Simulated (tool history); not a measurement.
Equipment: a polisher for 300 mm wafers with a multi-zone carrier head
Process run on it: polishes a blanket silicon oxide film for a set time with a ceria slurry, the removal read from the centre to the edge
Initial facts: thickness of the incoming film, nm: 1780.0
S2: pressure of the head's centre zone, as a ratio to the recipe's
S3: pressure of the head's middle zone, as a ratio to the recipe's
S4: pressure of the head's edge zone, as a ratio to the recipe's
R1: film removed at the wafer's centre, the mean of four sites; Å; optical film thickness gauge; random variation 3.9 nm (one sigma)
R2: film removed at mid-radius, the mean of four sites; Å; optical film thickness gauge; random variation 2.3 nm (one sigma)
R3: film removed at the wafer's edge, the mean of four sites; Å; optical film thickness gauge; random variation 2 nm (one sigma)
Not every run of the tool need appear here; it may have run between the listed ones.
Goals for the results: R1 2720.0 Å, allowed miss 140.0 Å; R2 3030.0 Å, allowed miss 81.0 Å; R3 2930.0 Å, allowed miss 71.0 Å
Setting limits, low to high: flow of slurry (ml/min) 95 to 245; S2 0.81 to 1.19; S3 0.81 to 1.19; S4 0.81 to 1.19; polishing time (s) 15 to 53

{"run": 1, "hour": 0.0, "flow of slurry (ml/min)": 155, "S2": 1.0, "S3": 1.0, "S4": 1.0, "polishing time (s)": 34, "R1": 2543.9, "R2": 2501.5, "R3": 2484.4}
{"run": 2, "hour": 1.7, "flow of slurry (ml/min)": 165, "S2": 0.99, "S3": 1.02, "S4": 1.03, "polishing time (s)": 34, "R1": 2453.9, "R2": 2574.9, "R3": 2550.9}
{"run": 3, "hour": 5.6, "flow of slurry (ml/min)": 145, "S2": 0.99, "S3": 1.02, "S4": 1.03, "polishing time (s)": 34, "R1": 2449.9, "R2": 2495.2, "R3": 2531.3}
{"run": 4, "hour": 10.3, "flow of slurry (ml/min)": 155, "S2": 1.0, "S3": 1.04, "S4": 1.05, "polishing time (s)": 34, "R1": 2501.7, "R2": 2546.0, "R3": 2552.7}
{"run": 5, "hour": 16.7, "flow of slurry (ml/min)": 155, "S2": 1.0, "S3": 0.97, "S4": 1.05, "polishing time (s)": 34, "R1": 2513.4, "R2": 2444.4, "R3": 2544.2}
{"run": 6, "hour": 23.0, "flow of slurry (ml/min)": 165, "S2": 1.0, "S3": 1.0, "S4": 1.07, "polishing time (s)": 34, "R1": 2590.6, "R2": 2528.4, "R3": 2587.2}
{"run": 7, "hour": 25.1, "flow of slurry (ml/min)": 175, "S2": 0.99, "S3": 1.02, "S4": 1.09, "polishing time (s)": 34, "R1": 2477.2, "R2": 2605.4, "R3": 2636.2}
{"run": 8, "hour": 32.9, "flow of slurry (ml/min)": 185, "S2": 1.0, "S3": 1.03, "S4": 1.1, "polishing time (s)": 34, "R1": 2515.3, "R2": 2573.4, "R3": 2654.3}
{"run": 9, "hour": 41.2, "flow of slurry (ml/min)": 190, "S2": 1.0, "S3": 1.05, "S4": 1.1, "polishing time (s)": 35, "R1": 2627.0, "R2": 2701.6, "R3": 2730.9}

Exercise: of the 5 proposed moves below, exactly one satisfies all targets within the stated allowed misses. Which move is it?
{"run": "A", "hour": 49.5, "flow of slurry (ml/min)": 185, "S2": 1.01, "S3": 1.05, "S4": 1.0, "polishing time (s)": 36, "R1": "?", "R2": "?", "R3": "?"}
{"run": "B", "hour": 49.5, "flow of slurry (ml/min)": 240, "S2": 0.87, "S3": 1.09, "S4": 1.09, "polishing time (s)": 37, "R1": "?", "R2": "?", "R3": "?"}
{"run": "C", "hour": 49.5, "flow of slurry (ml/min)": 225, "S2": 1.0, "S3": 1.14, "S4": 1.04, "polishing time (s)": 38, "R1": "?", "R2": "?", "R3": "?"}
{"run": "D", "hour": 49.5, "flow of slurry (ml/min)": 185, "S2": 0.97, "S3": 1.05, "S4": 1.12, "polishing time (s)": 37, "R1": "?", "R2": "?", "R3": "?"}
{"run": "E", "hour": 49.5, "flow of slurry (ml/min)": 200, "S2": 0.96, "S3": 1.07, "S4": 1.05, "polishing time (s)": 38, "R1": "?", "R2": "?", "R3": "?"}

move=A R1=2766.5 R2=2834.9 R3=2695.6
move=B R1=2538.8 R2=3088.8 R3=2961.8
move=C R1=2975.9 R2=3241.7 R3=2953.1
move=D R1=2729.9 R2=2913.7 R3=2930.9
move=E R1=2807.9 R2=3062.5 R3=2936.4
A: closes in on the targets versus the last run, not all within tolerance yet
B: brings the last run's worst result on target, with another outside its allowed miss
C: the result that was furthest off in the last run now lies on the other side of its target
D: closes in on the targets versus the last run, not all within tolerance yet
E: in spec on every target
Answer: E
